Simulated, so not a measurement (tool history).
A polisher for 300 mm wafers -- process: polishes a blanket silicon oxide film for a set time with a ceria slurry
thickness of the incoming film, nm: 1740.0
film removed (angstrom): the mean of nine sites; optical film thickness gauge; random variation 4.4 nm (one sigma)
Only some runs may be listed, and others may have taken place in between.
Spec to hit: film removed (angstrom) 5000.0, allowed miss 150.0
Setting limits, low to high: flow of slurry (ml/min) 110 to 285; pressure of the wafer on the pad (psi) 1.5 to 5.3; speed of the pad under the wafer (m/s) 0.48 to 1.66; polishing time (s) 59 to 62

run,hour,flow of slurry (ml/min),pressure of the wafer on the pad (psi),speed of the pad under the wafer (m/s),polishing time (s),film removed (angstrom)
1,0.0,180,3.4,1.06,59,3398.3
2,7.9,180,3.4,0.82,59,2736.7
3,11.2,180,3.4,0.94,59,3082.1
4,15.2,180,3.4,0.94,62,3203.7
5,23.0,180,2.7,0.94,62,2838.2
6,28.5,180,2.7,0.94,62,2831.3
7,34.9,185,3.4,0.96,62,3338.6
8,37.2,195,3.9,0.96,62,3610.9
9,39.0,195,4.3,0.98,62,3961.2
10,47.7,195,4.6,1.00,62,4232.7

5 candidate next runs follow, results not yet known. Just one meets every target within its allowed miss. Identify it.
A,56.4,205,5.3,1.16,59,?
B,56.4,215,4.0,0.92,59,?
C,56.4,185,4.3,1.14,61,?
D,56.4,150,4.7,1.16,61,?
E,56.4,130,4.2,1.34,60,?

move,film removed (angstrom)
A,5028.7
B,3417.9
C,4365.4
D,4537.8
E,4557.7
A: in spec on every target
B: further off than the last run
C: an improvement on the last run, though not all results are within tolerance
D: an improvement on the last run, though not all results are within tolerance
E: an improvement on the last run, though not all results are within tolerance
A meets every target.
